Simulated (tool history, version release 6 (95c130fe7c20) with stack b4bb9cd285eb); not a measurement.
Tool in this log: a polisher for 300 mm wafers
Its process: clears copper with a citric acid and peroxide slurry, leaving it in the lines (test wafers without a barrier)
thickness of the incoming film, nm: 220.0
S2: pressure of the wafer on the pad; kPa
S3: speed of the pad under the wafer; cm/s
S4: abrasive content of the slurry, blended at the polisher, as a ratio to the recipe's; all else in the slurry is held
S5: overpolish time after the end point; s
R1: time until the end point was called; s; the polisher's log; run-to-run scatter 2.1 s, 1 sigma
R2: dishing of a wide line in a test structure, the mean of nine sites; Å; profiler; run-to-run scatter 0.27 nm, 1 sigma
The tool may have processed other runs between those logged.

run 1 day=0 | flow_of_slurry_(ml/min)=145 S2=14.5 S3=96 S4=1 S5=23 | R1=182.38 R2=199.6
run 2 day=0.079 | flow_of_slurry_(ml/min)=145 S2=14.5 S3=96 S4=1 S5=15 | R1=183.51 R2=136.75
run 3 day=0.425 | flow_of_slurry_(ml/min)=145 S2=15.2 S3=98 S4=1 S5=14 | R1=175.01 R2=131.88
run 4 day=0.675 | flow_of_slurry_(ml/min)=160 S2=15.2 S3=98 S4=1 S5=14 | R1=167.28 R2=135.59
run 5 day=0.75 | flow_of_slurry_(ml/min)=160 S2=15.2 S3=98 S4=1 S5=21 | R1=170.44 R2=195.82
run 6 day=0.971 | flow_of_slurry_(ml/min)=155 S2=15.9 S3=100 S4=1 S5=19 | R1=164.11 R2=187.82
run 7 day=1.133 | flow_of_slurry_(ml/min)=165 S2=15.9 S3=104 S4=1.05 S5=17 | R1=154.63 R2=183.03
run 8 day=1.392 | flow_of_slurry_(ml/min)=165 S2=16.5 S3=106 S4=0.95 S5=15 | R1=148.87 R2=168.2
run 9 day=1.708 | flow_of_slurry_(ml/min)=170 S2=20.7 S3=114 S4=0.7 S5=7 | R1=120.5 R2=101.28
run 10 day=2.062 | flow_of_slurry_(ml/min)=170 S2=20.7 S3=116 S4=0.7 S5=7 | R1=121.19 R2=98.248
run 11 day=2.2 | flow_of_slurry_(ml/min)=170 S2=20.7 S3=118 S4=0.75 S5=7 | R1=116.14 R2=103.18
run 12 day=2.229 | flow_of_slurry_(ml/min)=170 S2=21.4 S3=122 S4=0.8 S5=14 | R1=110.47 R2=204.72
run 13 day=2.267 | flow_of_slurry_(ml/min)=170 S2=21.4 S3=122 S4=0.75 S5=13 | R1=111.29 R2=196.59
run 14 day=2.621 | flow_of_slurry_(ml/min)=170 S2=21.4 S3=122 S4=0.75 S5=12 | R1=110.88 R2=172.05

Estimate the outcome of run 15 from the log above:
run 15 day=2.917 | flow_of_slurry_(ml/min)=175 S2=22.1 S3=122 S4=0.7 S5=11 | R1=? R2=?

Run 15 gave R1 108.99 s, R2 172 Å.
